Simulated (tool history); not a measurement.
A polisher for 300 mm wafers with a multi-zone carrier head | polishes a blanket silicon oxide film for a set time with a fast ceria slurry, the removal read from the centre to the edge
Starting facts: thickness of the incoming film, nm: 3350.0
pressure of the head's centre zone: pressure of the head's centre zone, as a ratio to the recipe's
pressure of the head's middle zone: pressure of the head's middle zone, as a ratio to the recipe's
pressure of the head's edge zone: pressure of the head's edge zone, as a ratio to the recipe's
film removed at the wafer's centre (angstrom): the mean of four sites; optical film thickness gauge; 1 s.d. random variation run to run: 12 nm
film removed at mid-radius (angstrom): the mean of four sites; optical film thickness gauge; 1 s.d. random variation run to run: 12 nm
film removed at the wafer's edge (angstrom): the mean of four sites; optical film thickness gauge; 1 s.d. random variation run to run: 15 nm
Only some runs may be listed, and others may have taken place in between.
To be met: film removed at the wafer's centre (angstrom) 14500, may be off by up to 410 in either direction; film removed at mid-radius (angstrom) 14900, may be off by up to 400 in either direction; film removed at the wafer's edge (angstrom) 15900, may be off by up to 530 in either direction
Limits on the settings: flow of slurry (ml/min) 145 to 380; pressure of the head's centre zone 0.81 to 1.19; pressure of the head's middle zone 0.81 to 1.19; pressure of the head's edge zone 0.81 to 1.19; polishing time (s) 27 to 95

| run | day | flow of slurry (ml/min) | pressure of the head's centre zone | pressure of the head's middle zone | pressure of the head's edge zone | polishing time (s) | film removed at the wafer's centre (angstrom) | film removed at mid-radius (angstrom) | film removed at the wafer's edge (angstrom) |
|---|---|---|---|---|---|---|---|---|---|
| 1 | 0.000 | 245 | 1.00 | 1.00 | 1.00 | 61 | 11591 | 11569 | 11716 |
| 2 | 0.096 | 245 | 1.00 | 1.05 | 1.00 | 61 | 11770 | 11944 | 11816 |
| 3 | 0.142 | 245 | 1.00 | 1.05 | 1.04 | 61 | 11746 | 11961 | 11787 |
| 4 | 0.375 | 245 | 1.00 | 1.05 | 0.98 | 61 | 11704 | 11985 | 11576 |
| 5 | 0.675 | 250 | 0.99 | 1.04 | 1.03 | 65 | 12384 | 12793 | 12831 |
| 6 | 0.812 | 265 | 0.99 | 1.04 | 1.07 | 67 | 12881 | 13087 | 13414 |
| 7 | 1.088 | 270 | 0.99 | 1.04 | 1.10 | 69 | 13405 | 13580 | 13986 |
| 8 | 1.279 | 275 | 0.98 | 1.04 | 1.12 | 71 | 13600 | 13888 | 14474 |

Which single option among these 5 for the next run brings every result within its allowed miss of target? Just one does.
| A | 1.471 | 200 | 0.87 | 1.05 | 1.11 | 80 | ? | ? | ? |
| B | 1.471 | 220 | 0.98 | 1.04 | 1.15 | 78 | ? | ? | ? |
| C | 1.471 | 280 | 0.81 | 0.98 | 1.19 | 78 | ? | ? | ? |
| D | 1.471 | 280 | 0.97 | 1.13 | 1.10 | 70 | ? | ? | ? |
| E | 1.471 | 245 | 0.99 | 1.07 | 1.06 | 73 | ? | ? | ? |

| move | film removed at the wafer's centre (angstrom) | film removed at mid-radius (angstrom) | film removed at the wafer's edge (angstrom) |
|---|---|---|---|
| A | 13146 | 15049 | 16070 |
| B | 14626 | 14735 | 16085 |
| C | 12396 | 14577 | 16686 |
| D | 13353 | 14268 | 14359 |
| E | 14008 | 14195 | 14564 |
A: the worst result of the last run now meets its target, but another is out of spec
B: hits every target within its allowed miss
C: the result that was furthest off in the last run now lies on the other side of its target
D: its largest miss is bigger than the last run's
E: gains on the last run, yet a result remains outside its allowed miss
B meets every target.
